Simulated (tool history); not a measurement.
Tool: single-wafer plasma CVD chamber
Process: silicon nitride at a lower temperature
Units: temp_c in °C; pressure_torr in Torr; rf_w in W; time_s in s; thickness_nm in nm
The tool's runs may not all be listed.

run	day	temp_c	pressure_torr	rf_w	time_s	thickness_nm
1	0	365	1.95	260	29	30.761
2	0.083	365	2.1	270	29	32.386
3	0.179	365	2.23	275	29	33.215
4	0.342	365	1.93	275	29	31.997
5	0.371	365	1.58	275	29	30.4
6	0.488	369	1.58	275	29	30.179
7	0.712	369	1.84	280	29	32.042

Run 8 comes next. What will it give?
8	1.029	369	2.02	285	29	?

{"run 8": {"thickness_nm": 33.128}}

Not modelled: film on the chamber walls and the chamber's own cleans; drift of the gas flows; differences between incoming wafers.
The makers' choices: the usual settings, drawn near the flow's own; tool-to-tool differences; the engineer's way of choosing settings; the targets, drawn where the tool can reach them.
